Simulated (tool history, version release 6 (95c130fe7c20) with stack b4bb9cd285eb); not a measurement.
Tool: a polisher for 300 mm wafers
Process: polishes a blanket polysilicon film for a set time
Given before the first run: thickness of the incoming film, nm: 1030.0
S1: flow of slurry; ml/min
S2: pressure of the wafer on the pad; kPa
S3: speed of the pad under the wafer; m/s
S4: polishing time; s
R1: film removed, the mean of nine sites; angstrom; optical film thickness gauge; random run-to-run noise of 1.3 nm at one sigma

| run | hour | S1 | S2 | S3 | S4 | R1 |
|---|---|---|---|---|---|---|
| 1 | 0.0 | 315 | 16.5 | 1.02 | 27 | 1797.2 |
| 2 | 5.7 | 315 | 16.5 | 1.02 | 27 | 1795.6 |
| 3 | 10.7 | 245 | 16.5 | 1.02 | 27 | 1748.1 |
| 4 | 12.0 | 245 | 16.5 | 0.80 | 27 | 1382.0 |
|  | 17.0 | slurry nozzle cleaned |
| 5 | 17.0 | 245 | 16.5 | 0.70 | 27 | 1256.6 |
| 6 | 19.5 | 245 | 16.5 | 0.70 | 27 | 1287.7 |
| 7 | 28.0 | 255 | 17.2 | 0.70 | 27 | 1317.3 |
| 8 | 32.2 | 260 | 17.9 | 0.70 | 27 | 1360.5 |
| 9 | 33.4 | 265 | 17.9 | 0.70 | 27 | 1355.9 |
| 10 | 39.1 | 265 | 18.6 | 0.70 | 27 | 1409.2 |
| 11 | 41.3 | 275 | 20.0 | 0.70 | 27 | 1498.3 |

What will run 12 give?
| 12 | 46.9 | 275 | 20.0 | 0.70 | 27 | ? |

Run 12 produced R1 1502.6 angstrom.
